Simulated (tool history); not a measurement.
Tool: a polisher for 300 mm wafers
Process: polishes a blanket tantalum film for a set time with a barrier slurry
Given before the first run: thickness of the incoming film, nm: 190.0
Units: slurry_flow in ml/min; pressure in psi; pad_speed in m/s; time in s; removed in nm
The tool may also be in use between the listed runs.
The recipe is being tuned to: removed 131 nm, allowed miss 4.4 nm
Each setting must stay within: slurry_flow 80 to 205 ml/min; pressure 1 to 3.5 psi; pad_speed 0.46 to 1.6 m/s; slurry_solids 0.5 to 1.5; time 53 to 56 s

run	hour	slurry_flow	pressure	pad_speed	slurry_solids	time	removed
1	0	135	2.2	1.02	1	53	94.735
2	8.9	135	2.2	1.02	1	53	95.514
3	14.6	135	2.2	0.86	1	53	85.426
4	22.6	135	1.9	0.86	1	53	74.012
5	23.4	140	2.1	0.86	1	53	81.577
6	25.1	170	2.1	0.86	1	53	83.239
7	30.6	170	2.1	0.86	1	53	84.709
8	36.8	170	2.3	0.86	1	53	91.252
9	37.5	170	2.5	0.86	1	53	100.32
10	41.6	170	2.5	0.86	1	53	99.405
11	44.2	170	2.6	0.86	1	53	104.92
12	47.8	170	2.7	0.86	1	53	107.29
13	52	170	2.8	0.86	1	53	109.84
14	60.3	170	2.9	0.86	1	53	115.06
15	64.5	170	3	0.86	1	53	121.19
16	72.9	175	3.1	0.86	1	53	123.28

Which of these 5 next moves meets every target?
A	81.3	170	2.8	0.96	0.85	56	?
B	81.3	205	3.2	0.84	0.9	56	?
C	81.3	180	3.1	0.84	0.9	55	?
D	81.3	195	2.6	0.88	1.35	55	?
E	81.3	180	3	0.8	1.2	53	?

move	removed
A	115.46
B	127.08
C	118.77
D	120.86
E	120.06
A: moves away from the targets compared with the last run
B: all results in spec
C: moves away from the targets compared with the last run
D: moves away from the targets compared with the last run
E: moves away from the targets compared with the last run
So the answer is move B, the one that meets all the targets.
